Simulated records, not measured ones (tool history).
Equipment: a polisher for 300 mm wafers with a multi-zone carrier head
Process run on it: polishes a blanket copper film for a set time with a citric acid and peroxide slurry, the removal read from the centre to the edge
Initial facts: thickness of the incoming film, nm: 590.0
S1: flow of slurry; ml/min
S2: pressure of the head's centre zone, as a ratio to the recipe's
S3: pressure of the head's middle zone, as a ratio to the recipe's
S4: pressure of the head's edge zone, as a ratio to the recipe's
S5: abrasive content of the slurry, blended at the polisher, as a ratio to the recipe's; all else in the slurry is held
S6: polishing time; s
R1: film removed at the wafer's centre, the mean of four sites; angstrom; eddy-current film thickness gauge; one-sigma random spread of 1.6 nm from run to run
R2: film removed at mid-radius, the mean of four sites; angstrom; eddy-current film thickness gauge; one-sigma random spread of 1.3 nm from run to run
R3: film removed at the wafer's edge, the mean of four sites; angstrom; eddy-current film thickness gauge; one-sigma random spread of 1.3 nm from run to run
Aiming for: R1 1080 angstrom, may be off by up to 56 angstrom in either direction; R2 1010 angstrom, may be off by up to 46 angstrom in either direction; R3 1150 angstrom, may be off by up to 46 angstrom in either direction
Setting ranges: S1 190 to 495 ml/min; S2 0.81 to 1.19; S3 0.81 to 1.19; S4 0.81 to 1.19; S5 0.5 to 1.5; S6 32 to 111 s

{"run": 1, "hour": 0.0, "S1": 320, "S2": 1, "S3": 1, "S4": 1, "S5": 1, "S6": 71, "R1": 2010.8, "R2": 2086.8, "R3": 2012.9}
{"run": 2, "hour": 2.6, "S1": 315, "S2": 0.99, "S3": 0.97, "S4": 1, "S5": 0.9, "S6": 64, "R1": 1807.8, "R2": 1683.9, "R3": 1762.8}
{"run": 3, "hour": 10.5, "S1": 355, "S2": 0.99, "S3": 0.97, "S4": 1, "S5": 0.9, "S6": 64, "R1": 1784, "R2": 1767.2, "R3": 1724.9}
{"run": 4, "hour": 12.5, "S1": 350, "S2": 0.96, "S3": 0.96, "S4": 1.01, "S5": 0.8, "S6": 60, "R1": 1562.2, "R2": 1606.2, "R3": 1591.6}
{"run": 5, "hour": 18.1, "S1": 350, "S2": 0.96, "S3": 0.96, "S4": 1.01, "S5": 0.8, "S6": 52, "R1": 1376.9, "R2": 1345.4, "R3": 1402.2}
{"run": 6, "hour": 25.5, "S1": 350, "S2": 1.02, "S3": 0.96, "S4": 1.01, "S5": 0.8, "S6": 52, "R1": 1468.9, "R2": 1360.3, "R3": 1377.1}
{"run": 7, "hour": 29.5, "S1": 345, "S2": 1, "S3": 0.94, "S4": 1.01, "S5": 0.75, "S6": 50, "R1": 1372, "R2": 1247.5, "R3": 1314}
{"run": 8, "hour": 30.2, "S1": 345, "S2": 0.98, "S3": 0.92, "S4": 1.01, "S5": 0.7, "S6": 49, "R1": 1259.3, "R2": 1200.3, "R3": 1268}
{"run": 9, "hour": 38.2, "S1": 330, "S2": 0.98, "S3": 0.82, "S4": 1.02, "S5": 0.5, "S6": 45, "R1": 1045.1, "R2": 895.49, "R3": 1040.1}
{"run": 10, "hour": 47.1, "S1": 330, "S2": 0.98, "S3": 0.83, "S4": 1.03, "S5": 0.5, "S6": 45, "R1": 1037.3, "R2": 913.44, "R3": 1055.2}
{"run": 11, "hour": 52.2, "S1": 330, "S2": 0.98, "S3": 0.84, "S4": 1.04, "S5": 0.5, "S6": 45, "R1": 1033.5, "R2": 893.07, "R3": 1049.9}
{"run": 12, "hour": 55.3, "S1": 335, "S2": 0.97, "S3": 0.85, "S4": 1.05, "S5": 0.5, "S6": 45, "R1": 1044.3, "R2": 937.01, "R3": 1055.2}
{"run": 13, "hour": 60.8, "S1": 335, "S2": 0.96, "S3": 0.85, "S4": 1.05, "S5": 0.55, "S6": 45, "R1": 1041.4, "R2": 951.1, "R3": 1078.1}

Exactly one of the 5 candidate moves below puts every result within its allowed miss. Which one?
{"run": "A", "hour": 66.3, "S1": 380, "S2": 0.94, "S3": 0.99, "S4": 1.06, "S5": 0.55, "S6": 44, "R1": "?", "R2": "?", "R3": "?"}
{"run": "B", "hour": 66.3, "S1": 325, "S2": 0.89, "S3": 0.81, "S4": 1.1, "S5": 0.6, "S6": 44, "R1": "?", "R2": "?", "R3": "?"}
{"run": "C", "hour": 66.3, "S1": 220, "S2": 0.93, "S3": 0.93, "S4": 0.96, "S5": 0.65, "S6": 42, "R1": "?", "R2": "?", "R3": "?"}
{"run": "D", "hour": 66.3, "S1": 320, "S2": 0.94, "S3": 0.86, "S4": 1.06, "S5": 0.5, "S6": 49, "R1": "?", "R2": "?", "R3": "?"}
{"run": "E", "hour": 66.3, "S1": 350, "S2": 1.09, "S3": 0.86, "S4": 0.98, "S5": 0.55, "S6": 41, "R1": "?", "R2": "?", "R3": "?"}

move=A R1=1007.3 R2=1060.3 R3=1075.5
move=B R1=966.85 R2=912.91 R3=1119.4
move=C R1=953.33 R2=967.56 R3=996.94
move=D R1=1070.7 R2=1004.4 R3=1150.9
move=E R1=1081.7 R2=872.95 R3=961.87
A: no better and no worse than the last run
B: meets the target for the result that was furthest off, but another lies outside its allowed miss
C: lands further from the targets than the last run did
D: each result inside its tolerance
E: lands further from the targets than the last run did
D meets every target.
